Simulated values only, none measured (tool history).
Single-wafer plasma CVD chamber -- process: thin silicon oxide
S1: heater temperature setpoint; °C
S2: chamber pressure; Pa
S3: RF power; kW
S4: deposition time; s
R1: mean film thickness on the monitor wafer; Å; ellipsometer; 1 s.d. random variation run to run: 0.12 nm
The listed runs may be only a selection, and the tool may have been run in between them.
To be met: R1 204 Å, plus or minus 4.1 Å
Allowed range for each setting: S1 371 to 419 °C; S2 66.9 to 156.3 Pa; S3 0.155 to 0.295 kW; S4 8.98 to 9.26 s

{"run": 1, "hour": 0.0, "S1": 395, "S2": 111.6, "S3": 0.225, "S4": 8.98, "R1": 158.59}
{"run": 2, "hour": 6.9, "S1": 395, "S2": 119.5, "S3": 0.225, "S4": 8.98, "R1": 168.16}
{"run": 3, "hour": 15.5, "S1": 395, "S2": 119.5, "S3": 0.255, "S4": 8.98, "R1": 177.86}
{"run": 4, "hour": 16.1, "S1": 395, "S2": 119.5, "S3": 0.255, "S4": 9.26, "R1": 181.51}
{"run": 5, "hour": 20.2, "S1": 395, "S2": 123.2, "S3": 0.255, "S4": 9.26, "R1": 189.34}
{"run": 6, "hour": 24.3, "S1": 395, "S2": 125.5, "S3": 0.255, "S4": 9.26, "R1": 193.72}
{"run": 7, "hour": 32.6, "S1": 395, "S2": 126.9, "S3": 0.255, "S4": 9.26, "R1": 193.41}
{"run": 8, "hour": 39.0, "S1": 395, "S2": 128.8, "S3": 0.255, "S4": 9.26, "R1": 196.52}
{"run": 9, "hour": 46.5, "S1": 395, "S2": 130, "S3": 0.255, "S4": 9.26, "R1": 196.44}
{"run": 10, "hour": 47.8, "S1": 395, "S2": 131.5, "S3": 0.255, "S4": 9.26, "R1": 197.82}
{"run": 11, "hour": 54.0, "S1": 395, "S2": 132.7, "S3": 0.255, "S4": 9.26, "R1": 198.15}

Exactly one of the 5 candidate moves below puts every result within its allowed miss. Which one?
{"run": "A", "hour": 60.2, "S1": 388, "S2": 129.1, "S3": 0.275, "S4": 9.26, "R1": "?"}
{"run": "B", "hour": 60.2, "S1": 401, "S2": 134.8, "S3": 0.23, "S4": 9.19, "R1": "?"}
{"run": "C", "hour": 60.2, "S1": 412, "S2": 136, "S3": 0.22, "S4": 9.26, "R1": "?"}
{"run": "D", "hour": 60.2, "S1": 392, "S2": 131.7, "S3": 0.235, "S4": 9.26, "R1": "?"}
{"run": "E", "hour": 60.2, "S1": 393, "S2": 137.2, "S3": 0.22, "S4": 9.26, "R1": "?"}

move=A R1=202.89
move=B R1=190.47
move=C R1=187.78
move=D R1=192.15
move=E R1=191.55
A: hits every target within its allowed miss
B: misses by more than the last run did
C: misses by more than the last run did
D: misses by more than the last run did
E: misses by more than the last run did
Answer: A
